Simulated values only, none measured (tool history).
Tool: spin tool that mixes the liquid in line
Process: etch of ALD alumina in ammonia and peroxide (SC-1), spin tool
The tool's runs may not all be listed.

run  hour  temperature setpoint of the liquid (K)  parts of 29 % ammonia solution to one part of 30 % peroxide (parts by volume)  time under the liquid (s)  thickness taken off the ALD alumina on a monitor wafer (Å)
  1     0                                  334.15                                                                           0.55                        115                                                      215.27
  2   8.1                                  334.15                                                                           0.55                        115                                                      216.61
  3  10.6                                  334.15                                                                            0.7                        115                                                      219.08
  4  19.5                                  334.15                                                                            0.7                        115                                                      219.37
  5  21.3                                  336.15                                                                            0.7                        115                                                      244.77
  6  28.3                                  330.65                                                                            0.7                        115                                                      184.71
  7  31.1                                  333.65                                                                            0.7                        115                                                      213.54

Run 8 comes next. What will it give?
  8  35.2                                  335.65                                                                            0.7                        115                                                           ?

thickness taken off the ALD alumina on a monitor wafer (Å): 239.72
